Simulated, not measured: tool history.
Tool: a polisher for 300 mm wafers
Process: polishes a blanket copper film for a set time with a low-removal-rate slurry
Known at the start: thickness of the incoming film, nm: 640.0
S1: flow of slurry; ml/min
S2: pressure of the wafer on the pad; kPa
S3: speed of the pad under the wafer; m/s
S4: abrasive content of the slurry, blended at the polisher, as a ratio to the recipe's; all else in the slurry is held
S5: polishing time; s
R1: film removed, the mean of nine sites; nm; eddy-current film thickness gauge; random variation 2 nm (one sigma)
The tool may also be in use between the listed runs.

Run 1, day 0: S1 205 ml/min, S2 12.4 kPa, S3 1 m/s, S4 1, S5 109 s. Result: R1 175.63 nm.
Run 2, day 0.192: S1 205 ml/min, S2 12.4 kPa, S3 1 m/s, S4 1, S5 114 s. Result: R1 185.02 nm.
Run 3, day 0.333: S1 205 ml/min, S2 11.7 kPa, S3 1 m/s, S4 1, S5 114 s. Result: R1 173.42 nm.
Run 4, day 0.621: S1 205 ml/min, S2 11 kPa, S3 1 m/s, S4 1, S5 114 s. Result: R1 164.48 nm.
Run 5, day 0.917: S1 205 ml/min, S2 11 kPa, S3 1 m/s, S4 0.8, S5 114 s. Result: R1 158.89 nm.
Run 6, day 1.283: S1 205 ml/min, S2 11 kPa, S3 1.16 m/s, S4 0.8, S5 114 s. Result: R1 183.92 nm.
Run 7, day 1.617: S1 205 ml/min, S2 10.3 kPa, S3 1.16 m/s, S4 0.8, S5 114 s. Result: R1 173.57 nm.

The next listed run, before its measurement:
Run 8, day 1.817: S1 205 ml/min, S2 9.7 kPa, S3 1.16 m/s, S4 0.8, S5 114 s. Result: R1 ?.

Run 8 gave R1 165.54 nm.

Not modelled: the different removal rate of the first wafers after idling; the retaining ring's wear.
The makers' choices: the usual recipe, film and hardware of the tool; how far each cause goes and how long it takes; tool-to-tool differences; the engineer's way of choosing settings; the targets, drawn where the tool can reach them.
